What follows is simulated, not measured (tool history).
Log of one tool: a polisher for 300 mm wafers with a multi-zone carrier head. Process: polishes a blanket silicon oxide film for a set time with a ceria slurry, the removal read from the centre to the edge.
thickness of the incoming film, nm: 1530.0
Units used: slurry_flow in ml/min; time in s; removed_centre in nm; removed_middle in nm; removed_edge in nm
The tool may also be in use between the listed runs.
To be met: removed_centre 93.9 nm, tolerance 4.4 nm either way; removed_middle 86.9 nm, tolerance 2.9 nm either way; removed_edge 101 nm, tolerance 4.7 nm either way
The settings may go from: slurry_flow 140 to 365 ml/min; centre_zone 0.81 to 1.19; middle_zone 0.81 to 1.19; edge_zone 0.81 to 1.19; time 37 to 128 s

Run 1, hour 0: slurry_flow 235 ml/min, centre_zone 1, middle_zone 1, edge_zone 1, time 82 s. Result: removed_centre 178.72 nm, removed_middle 178.9 nm, removed_edge 182.26 nm.
Run 2, hour 3.3: slurry_flow 225 ml/min, centre_zone 0.99, middle_zone 0.97, edge_zone 0.99, time 73 s. Result: removed_centre 157.14 nm, removed_middle 151.58 nm, removed_edge 161.98 nm.
Run 3, hour 5.6: slurry_flow 225 ml/min, centre_zone 0.99, middle_zone 0.94, edge_zone 0.99, time 73 s. Result: removed_centre 154.22 nm, removed_middle 149.32 nm, removed_edge 161.7 nm.
Run 4, hour 11.3: slurry_flow 225 ml/min, centre_zone 0.99, middle_zone 0.9, edge_zone 0.99, time 73 s. Result: removed_centre 154.3 nm, removed_middle 145.42 nm, removed_edge 163.17 nm.
Run 5, hour 12.8: slurry_flow 225 ml/min, centre_zone 0.99, middle_zone 0.83, edge_zone 0.99, time 73 s. Result: removed_centre 150.69 nm, removed_middle 134.95 nm, removed_edge 163.42 nm.
Run 6, hour 20.7: slurry_flow 225 ml/min, centre_zone 0.99, middle_zone 0.83, edge_zone 0.99, time 53 s. Result: removed_centre 113.33 nm, removed_middle 96.781 nm, removed_edge 117.52 nm.
Run 7, hour 25.9: slurry_flow 225 ml/min, centre_zone 0.97, middle_zone 0.83, edge_zone 0.97, time 52 s. Result: removed_centre 109.9 nm, removed_middle 96.438 nm, removed_edge 113.07 nm.
Run 8, hour 29.7: slurry_flow 220 ml/min, centre_zone 0.96, middle_zone 0.83, edge_zone 0.97, time 51 s. Result: removed_centre 102.61 nm, removed_middle 95.259 nm, removed_edge 115.56 nm.
Run 9, hour 37.8: slurry_flow 220 ml/min, centre_zone 0.96, middle_zone 0.83, edge_zone 0.95, time 50 s. Result: removed_centre 104.04 nm, removed_middle 91.68 nm, removed_edge 107.98 nm.
Run 10, hour 42.4: slurry_flow 220 ml/min, centre_zone 0.96, middle_zone 0.83, edge_zone 0.95, time 50 s. Result: removed_centre 102.39 nm, removed_middle 92.47 nm, removed_edge 107.25 nm.
Run 11, hour 45: slurry_flow 215 ml/min, centre_zone 0.96, middle_zone 0.83, edge_zone 0.95, time 50 s. Result: removed_centre 102.17 nm, removed_middle 92.349 nm, removed_edge 109.97 nm.
Run 12, hour 48.6: slurry_flow 215 ml/min, centre_zone 0.95, middle_zone 0.83, edge_zone 0.93, time 50 s. Result: removed_centre 100.82 nm, removed_middle 92.551 nm, removed_edge 107.9 nm.
Run 13, hour 52.2: slurry_flow 210 ml/min, centre_zone 0.95, middle_zone 0.83, edge_zone 0.92, time 50 s. Result: removed_centre 103.08 nm, removed_middle 93.061 nm, removed_edge 109.49 nm.
Run 14, hour 53.5: slurry_flow 215 ml/min, centre_zone 0.94, middle_zone 0.83, edge_zone 0.92, time 49 s. Result: removed_centre 100.76 nm, removed_middle 90.115 nm, removed_edge 106.68 nm.

Exercise: of the 5 proposed moves below, exactly one satisfies all targets within the stated allowed misses. Which move is it?
Run A, hour 54.8: slurry_flow 220 ml/min, centre_zone 1.07, middle_zone 0.84, edge_zone 0.85, time 47 s. Result: removed_centre ?, removed_middle ?, removed_edge ?.
Run B, hour 54.8: slurry_flow 250 ml/min, centre_zone 1.11, middle_zone 0.83, edge_zone 0.88, time 47 s. Result: removed_centre ?, removed_middle ?, removed_edge ?.
Run C, hour 54.8: slurry_flow 160 ml/min, centre_zone 0.89, middle_zone 0.86, edge_zone 0.93, time 53 s. Result: removed_centre ?, removed_middle ?, removed_edge ?.
Run D, hour 54.8: slurry_flow 280 ml/min, centre_zone 0.92, middle_zone 0.81, edge_zone 0.9, time 46 s. Result: removed_centre ?, removed_middle ?, removed_edge ?.
Run E, hour 54.8: slurry_flow 265 ml/min, centre_zone 0.98, middle_zone 0.81, edge_zone 0.85, time 49 s. Result: removed_centre ?, removed_middle ?, removed_edge ?.

move  removed_centre  removed_middle  removed_edge
   A           108.2          88.818        98.067
   B          114.11           89.29        100.78
   C          96.572          97.519        111.27
   D          94.042          86.803        100.61
   E          105.94          91.909        103.98
A: its largest miss is bigger than the last run's
B: its largest miss is bigger than the last run's
C: gets the furthest-off result to its target, but another result is out of tolerance
D: each result inside its tolerance
E: its largest miss is bigger than the last run's
D is the move that brings every result within its allowed miss.
